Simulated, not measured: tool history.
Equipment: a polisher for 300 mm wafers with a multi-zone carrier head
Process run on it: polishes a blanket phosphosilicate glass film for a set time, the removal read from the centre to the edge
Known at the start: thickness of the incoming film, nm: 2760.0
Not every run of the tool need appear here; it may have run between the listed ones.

run,hour,flow of slurry (ml/min),pressure of the head's centre zone,pressure of the head's middle zone,pressure of the head's edge zone,abrasive content of the slurry,polishing time (s),film removed at the wafer's centre (Å),film removed at mid-radius (Å),film removed at the wafer's edge (Å)
1,0,140,1,1,1,1,52,2475.6,2463,2492.7
2,6.6,145,1.02,0.99,1.03,1.1,53,2727.5,2704.9,2736
3,9.3,110,1.02,0.99,1.03,1.1,53,2521.8,2491.2,2575.8
4,14.9,110,1.02,0.99,1.03,1,53,2386.3,2378.7,2424.2
5,23.9,125,1.03,0.97,1.05,1.05,53,2558.7,2516.5,2593.4
6,24.5,100,1.03,0.97,1.05,1.05,53,2386.8,2338.9,2441.1
7,33.1,140,1.12,0.87,1.15,1.3,54,3196.3,2712.8,3177.1

Run 8 has not been measured yet. What should we expect?
8,34,150,1.12,0.87,1.16,1.3,54,?,?,?

Run 8 yielded film removed at the wafer's centre (Å) 3276.9, film removed at mid-radius (Å) 2689, film removed at the wafer's edge (Å) 3211.6.

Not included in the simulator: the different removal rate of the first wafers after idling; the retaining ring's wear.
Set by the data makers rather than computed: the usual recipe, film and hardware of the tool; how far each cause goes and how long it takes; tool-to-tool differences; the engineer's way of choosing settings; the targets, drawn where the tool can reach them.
